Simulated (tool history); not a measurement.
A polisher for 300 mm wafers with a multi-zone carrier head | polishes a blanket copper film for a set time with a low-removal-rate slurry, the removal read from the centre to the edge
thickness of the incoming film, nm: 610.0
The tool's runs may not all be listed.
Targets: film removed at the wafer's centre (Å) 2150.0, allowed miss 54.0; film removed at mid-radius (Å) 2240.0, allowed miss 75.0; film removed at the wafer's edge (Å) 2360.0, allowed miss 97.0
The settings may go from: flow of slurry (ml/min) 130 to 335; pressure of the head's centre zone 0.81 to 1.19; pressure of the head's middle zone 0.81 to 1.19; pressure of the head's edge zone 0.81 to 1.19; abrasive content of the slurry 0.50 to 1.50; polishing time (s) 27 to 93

run	hour	flow of slurry (ml/min)	pressure of the head's centre zone	pressure of the head's middle zone	pressure of the head's edge zone	abrasive content of the slurry	polishing time (s)	film removed at the wafer's centre (Å)	film removed at mid-radius (Å)	film removed at the wafer's edge (Å)
1	0.0	215	1.00	1.00	1.00	1.00	59	1598.8	1578.1	1546.0
2	1.4	215	1.00	1.00	1.00	1.00	48	1304.6	1277.6	1283.3
3	9.4	215	1.00	1.00	0.96	1.00	48	1288.5	1282.1	1262.8
4	14.2	215	0.97	1.00	1.02	1.15	55	1465.2	1551.0	1536.9
5	15.3	185	0.97	1.00	1.02	1.15	55	1454.5	1492.3	1500.9
6	19.5	185	0.94	1.00	1.02	1.15	55	1393.2	1493.7	1472.0
7	27.5	220	0.98	1.01	1.07	1.25	57	1603.6	1627.1	1625.7
8	28.7	230	0.96	1.00	1.10	1.30	61	1695.1	1753.6	1798.8
9	35.5	240	0.96	1.00	1.12	1.35	64	1819.0	1888.4	1944.5
10	43.9	250	0.96	1.00	1.14	1.40	66	1889.7	1963.5	2051.8

Which of these 4 next moves meets every target?
A	52.3	240	0.95	0.99	1.15	1.50	74	?	?	?
B	52.3	215	0.96	1.06	1.09	1.35	61	?	?	?
C	52.3	255	0.99	1.07	1.06	1.40	55	?	?	?
D	52.3	180	0.82	1.12	1.11	1.45	74	?	?	?

move	film removed at the wafer's centre (Å)	film removed at mid-radius (Å)	film removed at the wafer's edge (Å)
A	2142.3	2202.3	2376.3
B	1707.4	1833.7	1842.1
C	1644.9	1720.3	1687.5
D	1742.7	2299.9	2242.4
A: meets every target
B: further off than the last run
C: further off than the last run
D: further off than the last run
Move A is the one to make.
